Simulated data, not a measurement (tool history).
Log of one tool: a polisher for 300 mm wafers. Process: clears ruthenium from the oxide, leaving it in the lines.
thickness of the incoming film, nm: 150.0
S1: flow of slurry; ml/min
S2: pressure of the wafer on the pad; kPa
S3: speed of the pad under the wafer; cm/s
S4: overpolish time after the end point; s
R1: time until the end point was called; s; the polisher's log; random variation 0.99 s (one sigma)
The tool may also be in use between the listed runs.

Run 1, hour 0: S1 310 ml/min, S2 10.3 kPa, S3 124 cm/s, S4 29 s. Result: R1 122.91 s.
Run 2, hour 6.4: S1 310 ml/min, S2 7.6 kPa, S3 124 cm/s, S4 29 s. Result: R1 165.44 s.
Run 3, hour 12.9: S1 270 ml/min, S2 7.6 kPa, S3 124 cm/s, S4 29 s. Result: R1 163.99 s.
Run 4, hour 18.2: S1 270 ml/min, S2 8.3 kPa, S3 124 cm/s, S4 29 s. Result: R1 153.69 s.
Run 5, hour 21.3: S1 270 ml/min, S2 9 kPa, S3 124 cm/s, S4 29 s. Result: R1 143.24 s.
Run 6, hour 23.9: S1 230 ml/min, S2 9 kPa, S3 124 cm/s, S4 29 s. Result: R1 145.91 s.
Run 7, hour 28.5: S1 230 ml/min, S2 9.7 kPa, S3 124 cm/s, S4 29 s. Result: R1 136.82 s.
Run 8, hour 31.7: S1 230 ml/min, S2 10.3 kPa, S3 124 cm/s, S4 29 s. Result: R1 129.39 s.
Run 9, hour 36.4: S1 235 ml/min, S2 11 kPa, S3 124 cm/s, S4 29 s. Result: R1 116.54 s.
Run 10, hour 43.9: S1 240 ml/min, S2 12.4 kPa, S3 124 cm/s, S4 29 s. Result: R1 106.44 s.

The next listed run, before its measurement:
Run 11, hour 50.5: S1 245 ml/min, S2 13.8 kPa, S3 124 cm/s, S4 29 s. Result: R1 ?.

{"run 11": {"R1": 92.868}}
